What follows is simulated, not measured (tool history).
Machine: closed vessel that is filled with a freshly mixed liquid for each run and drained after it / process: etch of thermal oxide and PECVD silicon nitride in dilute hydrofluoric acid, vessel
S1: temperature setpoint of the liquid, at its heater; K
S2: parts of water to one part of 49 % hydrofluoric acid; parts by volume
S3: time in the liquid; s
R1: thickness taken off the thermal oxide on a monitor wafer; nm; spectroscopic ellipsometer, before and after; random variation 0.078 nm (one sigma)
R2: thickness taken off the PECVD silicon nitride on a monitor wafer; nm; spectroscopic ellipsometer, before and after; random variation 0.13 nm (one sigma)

| run | hour | S1 | S2 | S3 | R1 | R2 |
|---|---|---|---|---|---|---|
| 1 | 0 | 294.15 | 150 | 490 | 14.711 | 15.352 |
| 2 | 8.2 | 294.65 | 145 | 485 | 15.438 | 15.996 |
| 3 | 12.1 | 295.15 | 145 | 485 | 15.695 | 16.867 |
| 4 | 19.9 | 295.15 | 140 | 480 | 16.093 | 17.093 |
| 5 | 27 | 295.15 | 110 | 480 | 21.462 | 21.629 |
| 6 | 34.2 | 295.15 | 60 | 480 | 41.668 | 39.164 |
| 7 | 41.2 | 295.15 | 60 | 480 | 41.187 | 38.866 |

What will run 8 give?
| 8 | 45.1 | 294.65 | 120 | 525 | ? | ? |

R1: 20.628 nm
R2: 21.109 nm
